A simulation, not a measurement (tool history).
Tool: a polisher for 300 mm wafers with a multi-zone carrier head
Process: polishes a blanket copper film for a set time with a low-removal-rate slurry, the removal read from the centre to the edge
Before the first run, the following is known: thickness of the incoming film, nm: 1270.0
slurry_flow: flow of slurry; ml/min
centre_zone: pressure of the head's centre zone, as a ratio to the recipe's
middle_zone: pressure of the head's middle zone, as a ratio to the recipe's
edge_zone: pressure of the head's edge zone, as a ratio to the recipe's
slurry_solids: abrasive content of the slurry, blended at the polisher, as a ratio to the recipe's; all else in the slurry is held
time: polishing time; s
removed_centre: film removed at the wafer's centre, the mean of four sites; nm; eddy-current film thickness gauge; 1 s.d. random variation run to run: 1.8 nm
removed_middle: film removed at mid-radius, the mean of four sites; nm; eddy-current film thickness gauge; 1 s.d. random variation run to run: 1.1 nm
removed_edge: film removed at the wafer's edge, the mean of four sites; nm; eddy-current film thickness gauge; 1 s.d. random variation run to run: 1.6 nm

run  hour  slurry_flow  centre_zone  middle_zone  edge_zone  slurry_solids  time  removed_centre  removed_middle  removed_edge
  1     0          265            1            1          1              1    68          254.38          259.98        258.91
  2   5.1          205            1            1          1              1    68          237.93          251.82         249.5
  3   8.4          200         0.98         0.96       0.97           0.85    60          206.24          202.88        214.19
  4   9.9          160         0.98         0.96       0.97           0.85    60          195.65          197.21        207.78
  5  12.8          205         0.98         0.96       0.97           0.85    60          202.99          206.05        217.44
  6  15.8          205         0.98         0.96       0.92           0.85    60          207.33          207.81        204.85
  7    20          195         0.94         0.94        0.9           0.75    55          173.32           178.6        181.01
  8  21.5          195         0.92         0.92       0.88           0.65    53          161.15          163.73        167.37
  9  23.3          195          0.9          0.9       0.86            0.6    52          157.06          155.08        157.36
 10  27.8          195          0.9          0.9       0.86            0.6    52          148.64          155.27        159.51
 11  30.8          195          0.9         0.89       0.85           0.55    51          142.79          149.18        150.22
 12  37.3          190         0.89         0.87       0.84           0.55    51          142.57          146.67        153.54
 13  44.4          195         0.89         0.87       0.84           0.55    50          143.35          144.85        148.95

The next listed run, before its measurement:
 14  53.2          190         0.85         0.84       0.83            0.5    48               ?               ?             ?

{"run 14": {"removed_centre": 130.18, "removed_middle": 129.99, "removed_edge": 143.13}}
